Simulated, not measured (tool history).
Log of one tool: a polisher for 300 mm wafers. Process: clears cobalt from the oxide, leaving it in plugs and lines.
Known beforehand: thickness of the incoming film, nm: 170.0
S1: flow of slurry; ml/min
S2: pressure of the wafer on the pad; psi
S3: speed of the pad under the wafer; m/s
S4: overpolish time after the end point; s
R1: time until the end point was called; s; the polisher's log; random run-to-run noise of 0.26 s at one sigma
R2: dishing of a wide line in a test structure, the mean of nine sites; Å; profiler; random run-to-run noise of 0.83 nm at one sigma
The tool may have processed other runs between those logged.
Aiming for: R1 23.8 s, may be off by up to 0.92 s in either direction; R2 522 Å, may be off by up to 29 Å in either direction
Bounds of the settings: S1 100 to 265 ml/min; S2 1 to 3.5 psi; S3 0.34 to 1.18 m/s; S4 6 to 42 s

{"run": 1, "hour": 0.0, "S1": 170, "S2": 2.2, "S3": 0.76, "S4": 21, "R1": 45.749, "R2": 433.02}
{"run": 2, "hour": 3.5, "S1": 175, "S2": 2.6, "S3": 0.78, "S4": 19, "R1": 38.401, "R2": 451.63}
{"run": 3, "hour": 7.2, "S1": 175, "S2": 2.1, "S3": 0.78, "S4": 19, "R1": 46.779, "R2": 412.2}
{"run": 4, "hour": 15.9, "S1": 175, "S2": 2.6, "S3": 0.8, "S4": 18, "R1": 36.289, "R2": 452.63}
{"run": 5, "hour": 17.0, "S1": 200, "S2": 2.6, "S3": 0.8, "S4": 18, "R1": 35.938, "R2": 454.1}
{"run": 6, "hour": 21.0, "S1": 200, "S2": 2.6, "S3": 0.94, "S4": 18, "R1": 31.442, "R2": 477.22}
{"run": 7, "hour": 26.5, "S1": 200, "S2": 2.8, "S3": 0.94, "S4": 17, "R1": 28.743, "R2": 480.88}
{"run": 8, "hour": 28.1, "S1": 200, "S2": 2.9, "S3": 0.94, "S4": 17, "R1": 27.822, "R2": 489.79}
{"run": 9, "hour": 34.4, "S1": 200, "S2": 3, "S3": 0.94, "S4": 17, "R1": 26.867, "R2": 490.5}
{"run": 10, "hour": 41.2, "S1": 200, "S2": 3.1, "S3": 0.94, "S4": 17, "R1": 26.001, "R2": 497.18}
{"run": 11, "hour": 42.6, "S1": 200, "S2": 3.2, "S3": 0.94, "S4": 17, "R1": 25.802, "R2": 502.94}

Which single option among these 4 for the next run brings every result within its allowed miss of target? Just one does.
{"run": "A", "hour": 44.0, "S1": 205, "S2": 2.9, "S3": 0.9, "S4": 25, "R1": "?", "R2": "?"}
{"run": "B", "hour": 44.0, "S1": 215, "S2": 3.2, "S3": 0.88, "S4": 17, "R1": "?", "R2": "?"}
{"run": "C", "hour": 44.0, "S1": 245, "S2": 3.3, "S3": 0.94, "S4": 19, "R1": "?", "R2": "?"}
{"run": "D", "hour": 44.0, "S1": 180, "S2": 3.2, "S3": 0.94, "S4": 25, "R1": "?", "R2": "?"}

move=A R1=29.132 R2=546.75
move=B R1=26.987 R2=496.49
move=C R1=24.233 R2=533.08
move=D R1=25.862 R2=560.86
A: its largest miss is bigger than the last run's
B: its largest miss is bigger than the last run's
C: hits every target within its allowed miss
D: roughly where the last run was
The move that meets every target is C.

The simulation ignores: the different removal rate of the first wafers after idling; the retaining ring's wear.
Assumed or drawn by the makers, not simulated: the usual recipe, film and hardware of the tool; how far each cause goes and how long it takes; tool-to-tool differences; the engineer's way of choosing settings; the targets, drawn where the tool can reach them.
